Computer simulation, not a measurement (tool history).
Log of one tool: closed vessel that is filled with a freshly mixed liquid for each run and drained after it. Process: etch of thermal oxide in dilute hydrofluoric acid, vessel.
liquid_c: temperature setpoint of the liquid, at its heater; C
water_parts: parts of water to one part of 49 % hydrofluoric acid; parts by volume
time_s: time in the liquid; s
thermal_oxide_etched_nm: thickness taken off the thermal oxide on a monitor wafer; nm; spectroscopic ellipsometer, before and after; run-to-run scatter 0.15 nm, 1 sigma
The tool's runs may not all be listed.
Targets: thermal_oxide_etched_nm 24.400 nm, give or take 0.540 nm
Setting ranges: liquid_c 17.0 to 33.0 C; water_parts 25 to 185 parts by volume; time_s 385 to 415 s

run	hour	liquid_c	water_parts	time_s	thermal_oxide_etched_nm
1	0.0	25.0	105	385	20.165
2	1.1	25.0	105	415	21.496
3	5.3	26.0	105	415	22.641
4	7.5	26.5	105	415	23.010
5	15.0	23.0	105	415	19.774
6	19.0	25.5	105	415	22.049
7	24.4	26.5	105	415	22.644
8	29.6	27.0	105	415	23.475
9	30.8	27.5	105	415	23.649

Below are 4 possible settings for the next run. Only one of them brings all results inside the allowed miss of their targets. Which is it?
A	32.0	26.5	100	415	?
B	32.0	25.5	100	410	?
C	32.0	25.0	95	405	?
D	32.0	28.5	105	385	?

move	thermal_oxide_etched_nm
A	24.083
B	22.885
C	23.482
D	22.820
A: all results in spec
B: its largest miss is bigger than the last run's
C: its largest miss is bigger than the last run's
D: its largest miss is bigger than the last run's
A is the move that brings every result within its allowed miss.

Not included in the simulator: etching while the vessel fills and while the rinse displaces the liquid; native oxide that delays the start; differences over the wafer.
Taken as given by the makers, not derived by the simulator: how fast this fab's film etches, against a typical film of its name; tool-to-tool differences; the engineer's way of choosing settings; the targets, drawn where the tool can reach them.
